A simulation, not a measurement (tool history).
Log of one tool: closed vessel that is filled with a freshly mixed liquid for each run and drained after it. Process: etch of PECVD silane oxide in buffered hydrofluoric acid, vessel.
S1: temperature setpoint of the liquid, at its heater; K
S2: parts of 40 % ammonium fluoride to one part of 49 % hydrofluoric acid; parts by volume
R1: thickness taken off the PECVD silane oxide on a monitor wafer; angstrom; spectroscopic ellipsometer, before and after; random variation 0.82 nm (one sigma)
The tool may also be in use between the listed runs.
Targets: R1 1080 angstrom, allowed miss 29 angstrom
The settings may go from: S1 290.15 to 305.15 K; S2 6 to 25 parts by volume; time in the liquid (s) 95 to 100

run 1 hour=0 | S1=297.15 S2=15.5 time_in_the_liquid_(s)=95 | R1=1177.1
run 2 hour=8.5 | S1=296.65 S2=15.5 time_in_the_liquid_(s)=95 | R1=1139.4
run 3 hour=13 | S1=296.15 S2=15.5 time_in_the_liquid_(s)=95 | R1=1116.7
run 4 hour=17.8 | S1=296.15 S2=17.5 time_in_the_liquid_(s)=95 | R1=993.59
run 5 hour=21.2 | S1=296.15 S2=19.5 time_in_the_liquid_(s)=95 | R1=898.45
run 6 hour=25.4 | S1=296.15 S2=19.5 time_in_the_liquid_(s)=100 | R1=944.75
run 7 hour=33.9 | S1=296.65 S2=19.5 time_in_the_liquid_(s)=100 | R1=975.13
run 8 hour=41.7 | S1=297.15 S2=19.5 time_in_the_liquid_(s)=100 | R1=987.19
run 9 hour=47.3 | S1=297.65 S2=19.5 time_in_the_liquid_(s)=100 | R1=1031.9

4 next moves are on the table. One of them brings every result within its allowed miss. Which?
run A hour=52.9 | S1=296.15 S2=17 time_in_the_liquid_(s)=100 | R1=?
run B hour=52.9 | S1=295.65 S2=18 time_in_the_liquid_(s)=100 | R1=?
run C hour=52.9 | S1=302.65 S2=25 time_in_the_liquid_(s)=100 | R1=?
run D hour=52.9 | S1=297.15 S2=18.5 time_in_the_liquid_(s)=95 | R1=?

move=A R1=1085.9
move=B R1=998.49
move=C R1=1147.4
move=D R1=1002.6
A: meets every target
B: further off than the last run
C: takes the result that was furthest off past its target
D: further off than the last run
The right move is A.
